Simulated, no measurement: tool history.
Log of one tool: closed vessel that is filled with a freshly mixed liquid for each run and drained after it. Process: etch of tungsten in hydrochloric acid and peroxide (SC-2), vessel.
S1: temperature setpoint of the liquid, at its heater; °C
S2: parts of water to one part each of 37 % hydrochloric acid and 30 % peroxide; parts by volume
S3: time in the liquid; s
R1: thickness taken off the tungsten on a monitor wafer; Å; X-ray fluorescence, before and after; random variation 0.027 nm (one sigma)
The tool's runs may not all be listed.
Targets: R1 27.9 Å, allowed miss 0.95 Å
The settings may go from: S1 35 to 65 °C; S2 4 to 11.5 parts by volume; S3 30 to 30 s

run,hour,S1,S2,S3,R1
1,0,49,6.5,30,46.041
2,6.1,49,6.5,30,46.166
3,14,48,6.5,30,43.52
4,18.8,43,6.5,30,30.408
5,21.8,47.5,6.5,30,41.871
6,28.1,47,6.5,30,40.034
7,36.9,46.5,6.5,30,38.803
8,42.2,46,6.5,30,37.154
9,46.6,45.5,6.5,30,36.324
10,49.5,45,6.5,30,35.317
11,54,44.5,6.5,30,33.959
12,57.4,44,6.5,30,32.558
13,58.9,43.5,6.5,30,32.185
14,68.1,43,6.5,30,30.273
15,73.3,42.5,6.5,30,28.951

5 next moves are on the table. One of them brings every result within its allowed miss. Which?
A,78.5,41,5.5,30,?
B,78.5,43,6.5,30,?
C,78.5,42,6,30,?
D,78.5,40,6,30,?
E,78.5,41,6,30,?

move,R1
A,29.777
B,30.228
C,29.949
D,26.008
E,27.916
A: further off than the last run
B: further off than the last run
C: further off than the last run
D: takes the result that was furthest off past its target
E: meets every target
Move E is the one to make.

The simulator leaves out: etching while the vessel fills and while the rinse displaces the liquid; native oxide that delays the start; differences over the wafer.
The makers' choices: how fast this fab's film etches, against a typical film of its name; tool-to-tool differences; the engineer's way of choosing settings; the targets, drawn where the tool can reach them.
